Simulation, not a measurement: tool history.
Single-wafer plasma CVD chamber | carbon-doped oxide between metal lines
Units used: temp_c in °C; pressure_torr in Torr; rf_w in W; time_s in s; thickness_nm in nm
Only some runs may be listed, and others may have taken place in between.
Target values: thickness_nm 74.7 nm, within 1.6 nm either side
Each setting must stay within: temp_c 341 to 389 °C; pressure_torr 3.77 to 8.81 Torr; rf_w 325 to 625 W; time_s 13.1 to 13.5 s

{"run": 1, "day": 0.0, "temp_c": 365, "pressure_torr": 6.29, "rf_w": 475, "time_s": 13.1, "thickness_nm": 63.727}
{"run": 2, "day": 0.312, "temp_c": 365, "pressure_torr": 5.46, "rf_w": 475, "time_s": 13.1, "thickness_nm": 63.397}
{"run": 3, "day": 0.438, "temp_c": 364, "pressure_torr": 5.49, "rf_w": 490, "time_s": 13.1, "thickness_nm": 64.256}
{"run": 4, "day": 0.579, "temp_c": 364, "pressure_torr": 5.49, "rf_w": 490, "time_s": 13.5, "thickness_nm": 66.25}
{"run": 5, "day": 0.825, "temp_c": 364, "pressure_torr": 4.52, "rf_w": 490, "time_s": 13.5, "thickness_nm": 64.244}
{"day": 0.938, "done": "RF generator calibrated"}
{"run": 6, "day": 0.938, "temp_c": 364, "pressure_torr": 4.52, "rf_w": 490, "time_s": 13.1, "thickness_nm": 64.698}
{"run": 7, "day": 1.254, "temp_c": 363, "pressure_torr": 4.53, "rf_w": 505, "time_s": 13.1, "thickness_nm": 65.957}
{"run": 8, "day": 1.521, "temp_c": 362, "pressure_torr": 4.58, "rf_w": 515, "time_s": 13.1, "thickness_nm": 66.771}
{"run": 9, "day": 1.792, "temp_c": 361, "pressure_torr": 4.64, "rf_w": 525, "time_s": 13.1, "thickness_nm": 68.117}
{"run": 10, "day": 1.962, "temp_c": 360, "pressure_torr": 4.7, "rf_w": 530, "time_s": 13.1, "thickness_nm": 68.238}
{"run": 11, "day": 2.304, "temp_c": 360, "pressure_torr": 4.71, "rf_w": 540, "time_s": 13.1, "thickness_nm": 68.574}
{"run": 12, "day": 2.521, "temp_c": 360, "pressure_torr": 4.72, "rf_w": 550, "time_s": 13.1, "thickness_nm": 69.697}
{"run": 13, "day": 2.85, "temp_c": 359, "pressure_torr": 4.74, "rf_w": 555, "time_s": 13.1, "thickness_nm": 69.907}
{"run": 14, "day": 3.054, "temp_c": 359, "pressure_torr": 4.75, "rf_w": 560, "time_s": 13.1, "thickness_nm": 70.56}
{"run": 15, "day": 3.217, "temp_c": 358, "pressure_torr": 4.76, "rf_w": 565, "time_s": 13.1, "thickness_nm": 71.389}
{"run": 16, "day": 3.379, "temp_c": 357, "pressure_torr": 4.78, "rf_w": 570, "time_s": 13.1, "thickness_nm": 71.578}
{"run": 17, "day": 3.704, "temp_c": 357, "pressure_torr": 4.78, "rf_w": 570, "time_s": 13.1, "thickness_nm": 71.727}
{"run": 18, "day": 4.062, "temp_c": 357, "pressure_torr": 4.79, "rf_w": 575, "time_s": 13.1, "thickness_nm": 72.214}
{"run": 19, "day": 4.246, "temp_c": 357, "pressure_torr": 4.8, "rf_w": 580, "time_s": 13.1, "thickness_nm": 72.945}
{"run": 20, "day": 4.558, "temp_c": 357, "pressure_torr": 4.81, "rf_w": 580, "time_s": 13.1, "thickness_nm": 72.204}
{"run": 21, "day": 4.846, "temp_c": 357, "pressure_torr": 4.81, "rf_w": 585, "time_s": 13.1, "thickness_nm": 72.47}
{"run": 22, "day": 5.012, "temp_c": 356, "pressure_torr": 4.81, "rf_w": 585, "time_s": 13.1, "thickness_nm": 72.902}

Which one of the following 5 next-run settings gets every result inside its allowed miss? There is exactly one.
{"run": "A", "day": 5.179, "temp_c": 355, "pressure_torr": 4.81, "rf_w": 625, "time_s": 13.5, "thickness_nm": "?"}
{"run": "B", "day": 5.179, "temp_c": 349, "pressure_torr": 4.32, "rf_w": 540, "time_s": 13.1, "thickness_nm": "?"}
{"run": "C", "day": 5.179, "temp_c": 362, "pressure_torr": 5.5, "rf_w": 565, "time_s": 13.1, "thickness_nm": "?"}
{"run": "D", "day": 5.179, "temp_c": 362, "pressure_torr": 5.78, "rf_w": 525, "time_s": 13.1, "thickness_nm": "?"}
{"run": "E", "day": 5.179, "temp_c": 364, "pressure_torr": 4.32, "rf_w": 615, "time_s": 13.5, "thickness_nm": "?"}

move=A thickness_nm=78.051
move=B thickness_nm=70.02
move=C thickness_nm=72.531
move=D thickness_nm=70.357
move=E thickness_nm=74.468
A: carries the result that was furthest off beyond its target, to the other side
B: further off than the last run
C: further off than the last run
D: further off than the last run
E: hits every target within its allowed miss
Correct choice: E, which meets every target

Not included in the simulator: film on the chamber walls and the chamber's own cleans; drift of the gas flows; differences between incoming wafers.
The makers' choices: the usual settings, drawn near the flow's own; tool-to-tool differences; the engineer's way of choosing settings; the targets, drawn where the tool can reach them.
